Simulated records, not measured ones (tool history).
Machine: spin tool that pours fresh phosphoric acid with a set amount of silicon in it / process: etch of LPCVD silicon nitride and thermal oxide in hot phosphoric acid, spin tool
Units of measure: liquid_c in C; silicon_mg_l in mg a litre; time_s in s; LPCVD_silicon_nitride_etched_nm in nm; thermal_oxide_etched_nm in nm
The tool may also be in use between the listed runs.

run,day,liquid_c,silicon_mg_l,time_s,LPCVD_silicon_nitride_etched_nm,thermal_oxide_etched_nm
1,0.000,160.0,22.5,140,11.800,0.22285
2,0.058,162.0,22.5,140,12.581,0.19860
3,0.267,162.0,22.5,190,17.134,0.33283
4,0.392,161.5,22.0,180,15.942,0.28285
# day 0.517: thermometer replaced
5,0.517,161.0,21.0,175,16.118,0.32526
6,0.604,160.5,21.5,165,14.918,0.32609

Run 7 is up next; what results do you expect?
7,0.746,160.0,22.0,160,?,?

{"run 7": {"LPCVD_silicon_nitride_etched_nm": 14.231, "thermal_oxide_etched_nm": 0.29644}}

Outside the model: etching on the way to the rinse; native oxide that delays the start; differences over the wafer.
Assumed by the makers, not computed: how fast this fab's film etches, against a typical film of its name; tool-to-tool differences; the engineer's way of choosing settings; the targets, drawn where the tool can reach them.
